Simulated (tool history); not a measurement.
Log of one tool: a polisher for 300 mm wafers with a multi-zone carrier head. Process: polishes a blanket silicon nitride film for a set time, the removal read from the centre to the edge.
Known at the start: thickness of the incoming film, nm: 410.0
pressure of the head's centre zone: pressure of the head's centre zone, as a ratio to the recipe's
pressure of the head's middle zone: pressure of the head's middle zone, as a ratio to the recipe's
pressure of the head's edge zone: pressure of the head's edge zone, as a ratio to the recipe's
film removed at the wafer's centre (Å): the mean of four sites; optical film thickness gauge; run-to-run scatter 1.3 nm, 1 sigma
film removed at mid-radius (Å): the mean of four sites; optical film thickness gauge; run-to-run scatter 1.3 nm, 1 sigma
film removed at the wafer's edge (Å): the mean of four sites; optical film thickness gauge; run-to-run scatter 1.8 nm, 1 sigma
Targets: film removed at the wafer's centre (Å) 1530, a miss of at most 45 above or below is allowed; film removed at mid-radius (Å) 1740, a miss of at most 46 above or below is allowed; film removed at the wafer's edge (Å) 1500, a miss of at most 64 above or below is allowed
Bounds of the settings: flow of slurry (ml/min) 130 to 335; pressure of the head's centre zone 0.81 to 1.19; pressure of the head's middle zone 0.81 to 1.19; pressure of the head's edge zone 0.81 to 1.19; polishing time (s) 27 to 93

run	hour	flow of slurry (ml/min)	pressure of the head's centre zone	pressure of the head's middle zone	pressure of the head's edge zone	polishing time (s)	film removed at the wafer's centre (Å)	film removed at mid-radius (Å)	film removed at the wafer's edge (Å)
1	0	215	1	1	1	59	1397.3	1435.5	1281.6
2	0.6	215	1	1	1.08	59	1391.6	1424	1350.9
3	1.3	195	1	1	1.08	59	1394.4	1407	1323.6
4	3.9	195	1	1.07	1.08	59	1384	1489.8	1336.2
5	7.8	195	1	1.07	1.08	74	1730.3	1869.2	1684.2
# hour 9.8: edge zone pressure recalibrated
6	9.8	190	0.99	1.07	1.07	74	1723.9	1842.3	1746.1
7	15.9	195	0.99	1.07	1.06	73	1693.5	1874.8	1715.8
8	16.5	195	0.99	1.07	1.05	72	1670.5	1836.6	1731.6
9	23.7	195	0.99	1.07	1.05	72	1674.4	1810.7	1727.2
10	25.3	195	0.99	1.07	1.05	72	1678.2	1829.2	1731.7
11	30.3	205	0.99	1.08	1.05	71	1627.2	1844.9	1704.5
12	36.1	205	1	1.09	1.05	70	1664.1	1811.4	1672.3
13	40.5	200	1	1.1	1.04	69	1627	1807.7	1578.9
14	49	200	1	1.1	1.04	69	1636.1	1799.6	1665.5
15	50.3	215	1	1.09	1.06	68	1613.6	1778.1	1625.4
16	57	210	1	1.1	1.05	68	1610.3	1766.7	1643
17	59.1	200	1	1.1	1.04	68	1623.9	1766.7	1583.7

Which of these 5 next moves meets every target?
A	61.2	160	1.01	1.09	1.03	66	?	?	?
B	61.2	170	1.06	1.11	1	71	?	?	?
C	61.2	195	0.99	1.09	1.09	62	?	?	?
D	61.2	130	0.93	0.95	1.08	75	?	?	?
E	61.2	250	1.01	1.15	1.03	63	?	?	?

move	film removed at the wafer's centre (Å)	film removed at mid-radius (Å)	film removed at the wafer's edge (Å)
A	1513.6	1642	1532.9
B	1726.4	1809.3	1635.9
C	1436.2	1584.7	1509.8
D	1524.5	1608.6	1744.8
E	1538.3	1735.5	1523.7
A: the furthest-off result lands on target, but another misses its tolerance
B: moves away from the targets compared with the last run
C: carries the result that was furthest off beyond its target, to the other side
D: the furthest-off result lands on target, but another misses its tolerance
E: hits every target within its allowed miss
Go with E: it meets all targets.
